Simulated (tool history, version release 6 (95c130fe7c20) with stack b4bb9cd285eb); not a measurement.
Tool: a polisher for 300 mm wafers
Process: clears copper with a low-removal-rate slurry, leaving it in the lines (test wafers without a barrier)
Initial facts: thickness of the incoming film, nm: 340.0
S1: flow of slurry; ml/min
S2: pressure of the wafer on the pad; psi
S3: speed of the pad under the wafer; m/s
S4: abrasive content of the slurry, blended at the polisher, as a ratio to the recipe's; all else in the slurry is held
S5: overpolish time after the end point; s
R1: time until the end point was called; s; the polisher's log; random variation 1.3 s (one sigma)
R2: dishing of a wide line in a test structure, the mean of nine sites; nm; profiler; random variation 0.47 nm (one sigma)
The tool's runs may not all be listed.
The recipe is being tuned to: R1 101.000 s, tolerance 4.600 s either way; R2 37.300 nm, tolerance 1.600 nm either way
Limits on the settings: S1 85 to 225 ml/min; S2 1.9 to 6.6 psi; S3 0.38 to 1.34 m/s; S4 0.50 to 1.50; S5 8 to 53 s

run,hour,S1,S2,S3,S4,S5,R1,R2
1,0.0,145,4.2,0.86,1.00,27,70.640,52.114
2,8.0,145,3.9,0.86,1.00,26,76.117,49.648
3,15.1,145,3.6,0.86,1.00,24,81.110,45.040
4,17.8,145,3.6,0.86,1.00,34,80.003,53.446
5,24.3,145,3.4,0.86,1.00,31,83.756,49.899
6,25.5,145,3.4,0.86,0.80,31,89.374,48.569
7,32.0,145,3.3,0.86,0.80,29,91.325,46.584
8,40.4,145,3.2,0.86,0.80,27,95.398,43.250
9,47.2,145,3.1,0.86,0.80,26,94.913,42.201
10,54.9,145,3.0,0.86,0.80,25,95.824,40.529
11,59.2,135,2.7,0.86,0.80,22,109.160,34.568

Exercise: of the 5 proposed moves below, exactly one satisfies all targets within the stated allowed misses. Which move is it?
A,63.5,150,2.6,0.96,0.80,19,?,?
B,63.5,130,2.7,0.92,0.85,27,?,?
C,63.5,160,2.5,0.90,0.65,26,?,?
D,63.5,150,2.8,0.92,0.70,23,?,?
E,63.5,180,3.6,0.84,0.55,19,?,?

move,R1,R2
A,99.715,32.445
B,101.820,40.779
C,112.520,37.089
D,100.030,37.175
E,89.638,35.509
A: brings the result that was furthest off to its target, and leaves another outside
B: brings the result that was furthest off to its target, and leaves another outside
C: moves away from the targets compared with the last run
D: meets every target
E: pushes the last run's worst result past its target
The move that meets every target is D.
